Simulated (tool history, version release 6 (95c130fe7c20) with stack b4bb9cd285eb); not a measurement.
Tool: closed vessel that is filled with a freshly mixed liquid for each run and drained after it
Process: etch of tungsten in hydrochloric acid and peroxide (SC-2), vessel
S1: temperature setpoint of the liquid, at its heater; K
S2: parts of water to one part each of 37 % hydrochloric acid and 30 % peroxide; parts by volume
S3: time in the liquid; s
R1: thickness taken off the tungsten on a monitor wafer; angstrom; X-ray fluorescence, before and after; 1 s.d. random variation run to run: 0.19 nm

run    day      S1  S2   S3      R1
  1      0  320.15   9  100   318.8
  2  0.146  327.15   9  100  518.55
  3  0.508  324.15   9  100  420.25
  4  0.608  321.65   9  100  349.98
  5  0.704  321.65   9  105   366.6
  6  0.746  321.65  12  105  294.72
     1.038  -- chemicals flow meter replaced
  7  1.038  320.65  12  105  295.75
  8  1.146  319.15  12  105  260.57
  9  1.362  318.15  12  105  249.38

What will run 10 give?
 10  1.562  317.65  12  105   ?

{"run 10": {"R1": 240.43}}
